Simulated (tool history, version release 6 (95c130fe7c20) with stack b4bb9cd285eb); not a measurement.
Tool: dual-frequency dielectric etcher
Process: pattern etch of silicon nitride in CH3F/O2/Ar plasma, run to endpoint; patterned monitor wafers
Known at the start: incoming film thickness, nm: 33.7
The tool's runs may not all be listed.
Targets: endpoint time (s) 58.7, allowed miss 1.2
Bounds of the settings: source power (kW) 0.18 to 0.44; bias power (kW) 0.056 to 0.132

| run | hour | source power (kW) | bias power (kW) | endpoint time (s) |
|---|---|---|---|---|
| 1 | 0 | 0.31 | 0.094 | 49.305 |
| 2 | 4.9 | 0.34 | 0.094 | 46.974 |
| 3 | 7 | 0.37 | 0.094 | 45.348 |
| 4 | 14.5 | 0.37 | 0.11 | 43.761 |
| 5 | 15.8 | 0.31 | 0.102 | 48.698 |
| 6 | 21.8 | 0.28 | 0.1 | 51.136 |
| 7 | 25.1 | 0.25 | 0.098 | 54.485 |
| 8 | 26.1 | 0.24 | 0.097 | 55.902 |
| 9 | 28.4 | 0.2 | 0.095 | 63.06 |
| 10 | 29.3 | 0.21 | 0.095 | 61.251 |
| 11 | 37.1 | 0.24 | 0.096 | 56.282 |

Which of these 5 next moves meets every target?
| A | 44.9 | 0.28 | 0.099 | ? |
| B | 44.9 | 0.25 | 0.102 | ? |
| C | 44.9 | 0.22 | 0.102 | ? |
| D | 44.9 | 0.24 | 0.1 | ? |
| E | 44.9 | 0.29 | 0.075 | ? |

| move | endpoint time (s) |
|---|---|
| A | 51.688 |
| B | 54.52 |
| C | 58.587 |
| D | 56.023 |
| E | 53.9 |
A: further off than the last run
B: further off than the last run
C: meets every target
D: further off than the last run
E: further off than the last run
The right move is C.
